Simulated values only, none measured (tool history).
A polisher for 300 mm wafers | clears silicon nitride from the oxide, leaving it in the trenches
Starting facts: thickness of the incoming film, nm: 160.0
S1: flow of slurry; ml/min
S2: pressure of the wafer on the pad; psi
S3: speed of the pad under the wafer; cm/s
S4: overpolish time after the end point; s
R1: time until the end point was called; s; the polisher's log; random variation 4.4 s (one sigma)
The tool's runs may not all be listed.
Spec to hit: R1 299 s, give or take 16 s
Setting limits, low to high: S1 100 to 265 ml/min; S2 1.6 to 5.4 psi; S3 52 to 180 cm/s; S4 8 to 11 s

run  hour   S1   S2   S3  S4      R1
  1     0  170  3.5  116  11  116.54
  2     4  170  4.1  116  11  96.127
  3  11.6  140  4.1  116  11   102.9
  4  19.1  135  3.9  112  11  110.21
  5  20.1  135  3.7  108  11  123.16
  6  28.5  135  3.7   96  11  135.92
  7  30.8  135  3.5   94  11  149.81
  8  37.6  135  3.3   92  11   163.7
  9  44.7  135  3.1   92  11  164.87
 10  52.8  125  2.1   60  11  383.09

Pick the move, out of 5, that brings all results within their allowed miss; only one does.
  A  60.9  100  1.6  52  11   ?
  B  60.9  115  1.6  66  11   ?
  C  60.9  115  2.7  60  11   ?
  D  60.9  135  2.4  74   8   ?
  E  60.9  100  2.5  60  11   ?

move      R1
   A  581.78
   B  452.64
   C  301.32
   D  268.96
   E   333.1
A: misses by more than the last run did
B: misses by more than the last run did
C: every result lands within tolerance
D: moves the result that the last run missed by most past its target, out the other side
E: moves toward the targets from the last run without getting all of them in spec
So the answer is move C, the one that meets all the targets.
